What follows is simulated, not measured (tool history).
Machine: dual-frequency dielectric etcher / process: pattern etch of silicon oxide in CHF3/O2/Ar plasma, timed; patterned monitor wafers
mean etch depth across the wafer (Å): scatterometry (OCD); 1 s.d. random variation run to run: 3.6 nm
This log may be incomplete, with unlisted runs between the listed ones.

run	hour	source power (kW)	bias power (kW)	etch time (s)	mean etch depth across the wafer (Å)
1	0	0.53	0.218	511	8843.5
2	3.2	0.51	0.215	511	8755.8
3	3.9	0.49	0.21	511	8530.9
4	8.2	0.49	0.21	511	8546
5	9.2	0.46	0.21	511	8453.3
6	12.9	0.46	0.177	511	7996.6
7	18.2	0.45	0.176	511	7952.6

Estimate the outcome of run 8 from the log above:
8	23.7	0.44	0.175	511	?

{"run 8": {"mean etch depth across the wafer (Å)": 7809}}

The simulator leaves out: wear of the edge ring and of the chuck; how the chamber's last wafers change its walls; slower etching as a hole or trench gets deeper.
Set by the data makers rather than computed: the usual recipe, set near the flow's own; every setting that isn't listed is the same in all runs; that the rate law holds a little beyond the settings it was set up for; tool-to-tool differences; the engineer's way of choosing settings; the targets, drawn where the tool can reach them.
